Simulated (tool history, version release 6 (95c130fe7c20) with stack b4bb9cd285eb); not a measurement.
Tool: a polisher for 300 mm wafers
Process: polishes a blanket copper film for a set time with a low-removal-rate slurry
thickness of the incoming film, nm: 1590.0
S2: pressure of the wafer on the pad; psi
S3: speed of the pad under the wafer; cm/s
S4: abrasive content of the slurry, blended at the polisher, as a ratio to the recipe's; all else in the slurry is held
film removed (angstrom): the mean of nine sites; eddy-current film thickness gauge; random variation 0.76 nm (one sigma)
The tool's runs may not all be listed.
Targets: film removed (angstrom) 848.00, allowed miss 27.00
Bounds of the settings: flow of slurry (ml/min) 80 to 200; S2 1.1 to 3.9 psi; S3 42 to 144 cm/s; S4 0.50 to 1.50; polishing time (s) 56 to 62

Run 1, hour 0.0: flow of slurry (ml/min) 130, S2 2.5 psi, S3 92 cm/s, S4 1.00, polishing time (s) 62. Result: film removed (angstrom) 1318.20.
Run 2, hour 7.4: flow of slurry (ml/min) 130, S2 2.5 psi, S3 112 cm/s, S4 1.00, polishing time (s) 62. Result: film removed (angstrom) 1531.60.
Run 3, hour 9.8: flow of slurry (ml/min) 100, S2 2.5 psi, S3 112 cm/s, S4 1.00, polishing time (s) 62. Result: film removed (angstrom) 1430.60.
Run 4, hour 13.7: flow of slurry (ml/min) 100, S2 2.5 psi, S3 112 cm/s, S4 0.90, polishing time (s) 62. Result: film removed (angstrom) 1440.20.
Run 5, hour 16.5: flow of slurry (ml/min) 95, S2 2.1 psi, S3 112 cm/s, S4 0.90, polishing time (s) 62. Result: film removed (angstrom) 1236.30.
Run 6, hour 23.3: flow of slurry (ml/min) 95, S2 2.1 psi, S3 112 cm/s, S4 0.80, polishing time (s) 62. Result: film removed (angstrom) 1215.70.
Run 7, hour 30.8: flow of slurry (ml/min) 90, S2 1.8 psi, S3 112 cm/s, S4 0.80, polishing time (s) 62. Result: film removed (angstrom) 1060.90.
Run 8, hour 33.4: flow of slurry (ml/min) 90, S2 1.6 psi, S3 112 cm/s, S4 0.80, polishing time (s) 62. Result: film removed (angstrom) 965.92.
Run 9, hour 34.8: flow of slurry (ml/min) 90, S2 1.5 psi, S3 112 cm/s, S4 0.80, polishing time (s) 62. Result: film removed (angstrom) 936.96.
Run 10, hour 41.4: flow of slurry (ml/min) 85, S2 1.2 psi, S3 112 cm/s, S4 0.80, polishing time (s) 62. Result: film removed (angstrom) 777.98.
Run 11, hour 44.5: flow of slurry (ml/min) 95, S2 1.2 psi, S3 112 cm/s, S4 0.80, polishing time (s) 62. Result: film removed (angstrom) 807.29.

Which of these 4 next moves meets every target?
Run A, hour 47.6: flow of slurry (ml/min) 105, S2 1.2 psi, S3 114 cm/s, S4 0.75, polishing time (s) 58. Result: film removed (angstrom) ?.
Run B, hour 47.6: flow of slurry (ml/min) 85, S2 1.2 psi, S3 116 cm/s, S4 0.80, polishing time (s) 60. Result: film removed (angstrom) ?.
Run C, hour 47.6: flow of slurry (ml/min) 80, S2 1.3 psi, S3 110 cm/s, S4 0.70, polishing time (s) 62. Result: film removed (angstrom) ?.
Run D, hour 47.6: flow of slurry (ml/min) 130, S2 1.3 psi, S3 116 cm/s, S4 0.85, polishing time (s) 56. Result: film removed (angstrom) ?.

move  film removed (angstrom)
   A                   773.81
   B                   777.55
   C                   785.40
   D                   849.51
A: further off than the last run
B: further off than the last run
C: further off than the last run
D: meets every target
Move D is the one to make.
